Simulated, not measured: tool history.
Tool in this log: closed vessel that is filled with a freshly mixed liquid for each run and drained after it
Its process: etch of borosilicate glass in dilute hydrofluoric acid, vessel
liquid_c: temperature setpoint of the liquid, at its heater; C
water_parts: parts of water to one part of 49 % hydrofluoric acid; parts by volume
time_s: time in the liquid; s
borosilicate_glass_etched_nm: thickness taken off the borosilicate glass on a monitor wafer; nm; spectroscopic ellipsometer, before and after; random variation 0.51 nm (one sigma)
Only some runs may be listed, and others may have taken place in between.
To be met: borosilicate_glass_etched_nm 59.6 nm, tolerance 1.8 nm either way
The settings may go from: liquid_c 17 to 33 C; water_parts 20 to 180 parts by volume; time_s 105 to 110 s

{"run": 1, "hour": 0.0, "liquid_c": 25, "water_parts": 100, "time_s": 105, "borosilicate_glass_etched_nm": 40.166}
{"run": 2, "hour": 1.6, "liquid_c": 25, "water_parts": 100, "time_s": 110, "borosilicate_glass_etched_nm": 42.418}
{"run": 3, "hour": 10.8, "liquid_c": 27.5, "water_parts": 100, "time_s": 110, "borosilicate_glass_etched_nm": 46.973}
{"run": 4, "hour": 12.1, "liquid_c": 29, "water_parts": 100, "time_s": 110, "borosilicate_glass_etched_nm": 49.813}
{"run": 5, "hour": 16.8, "liquid_c": 26.5, "water_parts": 100, "time_s": 110, "borosilicate_glass_etched_nm": 44.883}
{"run": 6, "hour": 22.5, "liquid_c": 29.5, "water_parts": 100, "time_s": 110, "borosilicate_glass_etched_nm": 51.258}
{"run": 7, "hour": 24.3, "liquid_c": 30.5, "water_parts": 100, "time_s": 110, "borosilicate_glass_etched_nm": 52.748}
{"run": 8, "hour": 26.8, "liquid_c": 31, "water_parts": 100, "time_s": 110, "borosilicate_glass_etched_nm": 53.804}
{"run": 9, "hour": 27.9, "liquid_c": 31.5, "water_parts": 100, "time_s": 110, "borosilicate_glass_etched_nm": 54.826}

Exactly one of the 5 candidate moves below puts every result within its allowed miss. Which one?
{"run": "A", "hour": 29.0, "liquid_c": 29.5, "water_parts": 80, "time_s": 110, "borosilicate_glass_etched_nm": "?"}
{"run": "B", "hour": 29.0, "liquid_c": 28.5, "water_parts": 80, "time_s": 110, "borosilicate_glass_etched_nm": "?"}
{"run": "C", "hour": 29.0, "liquid_c": 31, "water_parts": 85, "time_s": 110, "borosilicate_glass_etched_nm": "?"}
{"run": "D", "hour": 29.0, "liquid_c": 33, "water_parts": 105, "time_s": 110, "borosilicate_glass_etched_nm": "?"}
{"run": "E", "hour": 29.0, "liquid_c": 30.5, "water_parts": 90, "time_s": 110, "borosilicate_glass_etched_nm": "?"}

move=A borosilicate_glass_etched_nm=65.196
move=B borosilicate_glass_etched_nm=62.733
move=C borosilicate_glass_etched_nm=64.485
move=D borosilicate_glass_etched_nm=54.556
move=E borosilicate_glass_etched_nm=59.33
A: pushes the last run's worst result past its target
B: pushes the last run's worst result past its target
C: pushes the last run's worst result past its target
D: moves away from the targets compared with the last run
E: meets every target
The move that meets every target is E.
